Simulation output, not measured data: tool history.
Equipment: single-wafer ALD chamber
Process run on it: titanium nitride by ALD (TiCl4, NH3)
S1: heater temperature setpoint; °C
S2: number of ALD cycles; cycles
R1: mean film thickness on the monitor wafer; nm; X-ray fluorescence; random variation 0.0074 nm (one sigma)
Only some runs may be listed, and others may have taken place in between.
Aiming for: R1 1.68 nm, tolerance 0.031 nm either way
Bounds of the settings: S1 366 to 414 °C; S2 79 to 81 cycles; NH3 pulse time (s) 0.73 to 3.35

run 1 hour=0 | S1=390 S2=79 NH3_pulse_time_(s)=2.04 | R1=1.8762
run 2 hour=6.9 | S1=390 S2=79 NH3_pulse_time_(s)=2.33 | R1=1.8913
run 3 hour=13.8 | S1=386 S2=79 NH3_pulse_time_(s)=2.09 | R1=1.8846
run 4 hour=14.7 | S1=390 S2=79 NH3_pulse_time_(s)=1.89 | R1=1.8793
run 5 hour=22.6 | S1=386 S2=79 NH3_pulse_time_(s)=1.72 | R1=1.8464
run 6 hour=27.9 | S1=386 S2=81 NH3_pulse_time_(s)=1.72 | R1=1.9009
run 7 hour=34.6 | S1=386 S2=81 NH3_pulse_time_(s)=1.72 | R1=1.9073
run 8 hour=37.5 | S1=383 S2=81 NH3_pulse_time_(s)=1.57 | R1=1.8798
run 9 hour=38 | S1=371 S2=79 NH3_pulse_time_(s)=0.92 | R1=1.6186
run 10 hour=43.9 | S1=372 S2=79 NH3_pulse_time_(s)=0.92 | R1=1.6357
run 11 hour=46.2 | S1=373 S2=79 NH3_pulse_time_(s)=0.92 | R1=1.6453

Exercise: of the 5 proposed moves below, exactly one satisfies all targets within the stated allowed misses. Which move is it?
run A hour=48.5 | S1=367 S2=81 NH3_pulse_time_(s)=0.79 | R1=?
run B hour=48.5 | S1=377 S2=80 NH3_pulse_time_(s)=0.76 | R1=?
run C hour=48.5 | S1=366 S2=79 NH3_pulse_time_(s)=0.88 | R1=?
run D hour=48.5 | S1=373 S2=81 NH3_pulse_time_(s)=0.89 | R1=?
run E hour=48.5 | S1=369 S2=81 NH3_pulse_time_(s)=0.84 | R1=?

move=A R1=1.5603
move=B R1=1.6046
move=C R1=1.5738
move=D R1=1.6753
move=E R1=1.6142
A: further off than the last run
B: further off than the last run
C: further off than the last run
D: in spec on every target
E: further off than the last run
D is the move that brings every result within its allowed miss.
